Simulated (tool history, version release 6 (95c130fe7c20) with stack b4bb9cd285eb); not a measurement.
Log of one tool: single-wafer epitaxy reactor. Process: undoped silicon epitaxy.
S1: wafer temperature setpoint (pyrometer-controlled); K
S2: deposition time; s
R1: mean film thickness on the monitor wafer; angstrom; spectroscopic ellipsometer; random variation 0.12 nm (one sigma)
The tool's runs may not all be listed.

{"run": 1, "day": 0.0, "S1": 913.15, "S2": 184, "R1": 277.63}
{"run": 2, "day": 0.362, "S1": 913.15, "S2": 158, "R1": 238.09}
{"run": 3, "day": 0.488, "S1": 906.15, "S2": 158, "R1": 199.59}
{"run": 4, "day": 0.758, "S1": 906.15, "S2": 143, "R1": 180.78}
{"run": 5, "day": 1.05, "S1": 915.15, "S2": 143, "R1": 224.62}
{"run": 6, "day": 1.246, "S1": 921.15, "S2": 143, "R1": 261.37}
{"run": 7, "day": 1.554, "S1": 925.15, "S2": 143, "R1": 291.5}
{"run": 8, "day": 1.612, "S1": 925.15, "S2": 143, "R1": 291.2}
{"run": 9, "day": 1.883, "S1": 927.15, "S2": 143, "R1": 303.65}
{"run": 10, "day": 2.117, "S1": 929.15, "S2": 143, "R1": 320.6}
{"day": 2.325, "done": "pyrometer calibrated"}
{"run": 11, "day": 2.325, "S1": 930.15, "S2": 143, "R1": 288.42}
{"run": 12, "day": 2.4, "S1": 932.15, "S2": 150, "R1": 315.1}
{"run": 13, "day": 2.621, "S1": 934.15, "S2": 152, "R1": 335.27}

The next listed run, before its measurement:
{"run": 14, "day": 2.675, "S1": 934.15, "S2": 152, "R1": "?"}

R1: 337.18 angstrom

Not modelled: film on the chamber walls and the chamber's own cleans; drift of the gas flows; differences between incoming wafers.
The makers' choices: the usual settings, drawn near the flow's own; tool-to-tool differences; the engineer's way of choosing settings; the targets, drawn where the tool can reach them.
